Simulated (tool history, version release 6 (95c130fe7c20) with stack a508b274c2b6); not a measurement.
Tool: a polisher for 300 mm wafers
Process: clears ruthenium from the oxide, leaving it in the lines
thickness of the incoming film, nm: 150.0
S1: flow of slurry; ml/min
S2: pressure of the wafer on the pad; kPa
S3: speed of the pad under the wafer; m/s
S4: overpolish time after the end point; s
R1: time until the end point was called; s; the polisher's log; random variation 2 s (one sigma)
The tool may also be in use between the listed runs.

run	hour	S1	S2	S3	S4	R1
1	0	260	18.6	1.1	49	87.959
2	2.4	260	18.6	1.1	49	88.809
3	8	255	15.2	1	49	118.54
4	9.6	255	13.1	0.94	49	146.17
5	17.2	255	17.2	0.94	49	109.71
6	22.6	255	14.5	0.92	49	133.65
7	30.2	250	9.7	0.84	49	208.92

The next listed run, before its measurement:
8	31.8	255	9.7	0.84	49	?

{"run 8": {"R1": 209.49}}
